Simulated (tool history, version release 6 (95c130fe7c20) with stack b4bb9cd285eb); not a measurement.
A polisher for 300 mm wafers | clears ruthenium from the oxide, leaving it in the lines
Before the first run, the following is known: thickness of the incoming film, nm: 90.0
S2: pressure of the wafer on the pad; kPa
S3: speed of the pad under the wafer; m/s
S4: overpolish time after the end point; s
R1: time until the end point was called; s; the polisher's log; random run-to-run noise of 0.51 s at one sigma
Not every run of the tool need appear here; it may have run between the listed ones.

{"run": 1, "day": 0.0, "flow of slurry (ml/min)": 175, "S2": 13.8, "S3": 0.9, "S4": 14, "R1": 111.39}
{"run": 2, "day": 0.142, "flow of slurry (ml/min)": 175, "S2": 11.0, "S3": 0.9, "S4": 14, "R1": 140.68}
{"run": 3, "day": 0.362, "flow of slurry (ml/min)": 180, "S2": 14.5, "S3": 0.92, "S4": 14, "R1": 106.23}
{"run": 4, "day": 0.638, "flow of slurry (ml/min)": 180, "S2": 14.5, "S3": 0.92, "S4": 14, "R1": 105.89}
{"run": 5, "day": 0.917, "flow of slurry (ml/min)": 180, "S2": 17.2, "S3": 0.92, "S4": 14, "R1": 89.194}
{"run": 6, "day": 1.033, "flow of slurry (ml/min)": 185, "S2": 18.6, "S3": 0.98, "S4": 14, "R1": 77.48}
{"run": 7, "day": 1.304, "flow of slurry (ml/min)": 185, "S2": 19.3, "S3": 1.02, "S4": 14, "R1": 71.901}
{"run": 8, "day": 1.554, "flow of slurry (ml/min)": 185, "S2": 20.0, "S3": 1.06, "S4": 14, "R1": 66.012}
{"run": 9, "day": 1.592, "flow of slurry (ml/min)": 185, "S2": 20.7, "S3": 1.08, "S4": 14, "R1": 63.525}
{"run": 10, "day": 1.65, "flow of slurry (ml/min)": 190, "S2": 20.7, "S3": 1.1, "S4": 14, "R1": 62.3}
{"run": 11, "day": 1.95, "flow of slurry (ml/min)": 190, "S2": 20.7, "S3": 1.12, "S4": 14, "R1": 59.604}
{"run": 12, "day": 2.038, "flow of slurry (ml/min)": 195, "S2": 20.7, "S3": 1.12, "S4": 14, "R1": 60.537}
{"run": 13, "day": 2.233, "flow of slurry (ml/min)": 195, "S2": 20.7, "S3": 1.14, "S4": 14, "R1": 60.32}

Run 14 has not been measured yet. What should we expect?
{"run": 14, "day": 2.425, "flow of slurry (ml/min)": 195, "S2": 20.7, "S3": 1.16, "S4": 14, "R1": "?"}

{"run 14": {"R1": 59.197}}

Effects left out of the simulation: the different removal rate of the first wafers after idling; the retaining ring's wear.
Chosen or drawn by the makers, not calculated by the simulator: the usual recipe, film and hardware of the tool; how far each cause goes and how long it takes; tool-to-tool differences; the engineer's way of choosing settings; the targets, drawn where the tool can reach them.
